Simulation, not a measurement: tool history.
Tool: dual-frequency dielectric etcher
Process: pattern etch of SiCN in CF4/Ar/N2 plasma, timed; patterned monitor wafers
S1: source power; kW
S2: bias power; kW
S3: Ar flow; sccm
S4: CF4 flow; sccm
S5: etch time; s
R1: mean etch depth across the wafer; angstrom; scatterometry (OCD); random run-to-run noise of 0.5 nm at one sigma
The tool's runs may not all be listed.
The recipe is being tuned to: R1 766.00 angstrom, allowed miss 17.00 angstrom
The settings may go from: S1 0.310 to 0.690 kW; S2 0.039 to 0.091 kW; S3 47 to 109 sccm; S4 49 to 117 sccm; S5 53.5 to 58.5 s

run 1 hour=0.0 | S1=0.500 S2=0.065 S3=78 S4=83 S5=58.5 | R1=604.99
run 2 hour=4.8 | S1=0.520 S2=0.065 S3=78 S4=83 S5=58.5 | R1=634.65
run 3 hour=13.6 | S1=0.520 S2=0.065 S3=78 S4=83 S5=53.5 | R1=580.00
run 4 hour=18.0 | S1=0.470 S2=0.065 S3=78 S4=83 S5=53.5 | R1=518.86
run 5 hour=20.5 | S1=0.470 S2=0.065 S3=78 S4=92 S5=53.5 | R1=528.38
run 6 hour=27.6 | S1=0.470 S2=0.065 S3=78 S4=92 S5=58.5 | R1=573.12
run 7 hour=30.8 | S1=0.490 S2=0.065 S3=78 S4=92 S5=58.5 | R1=600.90
run 8 hour=32.0 | S1=0.510 S2=0.065 S3=78 S4=92 S5=58.5 | R1=617.41
run 9 hour=35.9 | S1=0.530 S2=0.065 S3=78 S4=92 S5=58.5 | R1=641.84
run 10 hour=37.1 | S1=0.540 S2=0.065 S3=78 S4=92 S5=58.5 | R1=660.26
run 11 hour=39.0 | S1=0.550 S2=0.065 S3=78 S4=92 S5=58.5 | R1=672.56
run 12 hour=44.3 | S1=0.560 S2=0.065 S3=78 S4=92 S5=58.5 | R1=686.91
run 13 hour=52.2 | S1=0.570 S2=0.065 S3=78 S4=92 S5=58.5 | R1=694.75
run 14 hour=55.7 | S1=0.580 S2=0.065 S3=78 S4=92 S5=58.5 | R1=705.82

Which one of the following 4 next-run settings gets every result inside its allowed miss? There is exactly one.
run A hour=59.2 | S1=0.550 S2=0.072 S3=83 S4=99 S5=53.5 | R1=?
run B hour=59.2 | S1=0.580 S2=0.062 S3=78 S4=87 S5=58.0 | R1=?
run C hour=59.2 | S1=0.660 S2=0.061 S3=80 S4=117 S5=55.5 | R1=?
run D hour=59.2 | S1=0.560 S2=0.067 S3=80 S4=81 S5=54.5 | R1=?

move=A R1=635.76
move=B R1=687.36
move=C R1=761.79
move=D R1=634.52
A: further off than the last run
B: further off than the last run
C: every result within its allowed miss
D: further off than the last run
C is the move that brings every result within its allowed miss.
